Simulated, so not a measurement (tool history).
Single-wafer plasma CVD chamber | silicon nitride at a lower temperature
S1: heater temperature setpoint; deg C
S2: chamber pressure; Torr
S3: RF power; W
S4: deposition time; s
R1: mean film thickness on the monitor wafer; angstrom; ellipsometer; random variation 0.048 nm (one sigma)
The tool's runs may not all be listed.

run 1 hour=0 | S1=345 S2=1.62 S3=290 S4=16.9 | R1=201.6
run 2 hour=8.8 | S1=345 S2=1.7 S3=290 S4=16.9 | R1=203.78
run 3 hour=13.2 | S1=345 S2=1.7 S3=290 S4=16.9 | R1=204.37
run 4 hour=21.7 | S1=345 S2=1.76 S3=290 S4=16.9 | R1=205.56
run 5 hour=23.8 | S1=345 S2=1.76 S3=290 S4=16.9 | R1=205.76
run 6 hour=31.7 | S1=345 S2=1.76 S3=290 S4=16.9 | R1=205.75
run 7 hour=34.5 | S1=345 S2=1.81 S3=290 S4=16.9 | R1=207.56
run 8 hour=38.6 | S1=345 S2=1.84 S3=290 S4=16.9 | R1=209.29

The next listed run, before its measurement:
run 9 hour=44.6 | S1=345 S2=1.86 S3=290 S4=16.9 | R1=?

{"run 9": {"R1": 209.05}}

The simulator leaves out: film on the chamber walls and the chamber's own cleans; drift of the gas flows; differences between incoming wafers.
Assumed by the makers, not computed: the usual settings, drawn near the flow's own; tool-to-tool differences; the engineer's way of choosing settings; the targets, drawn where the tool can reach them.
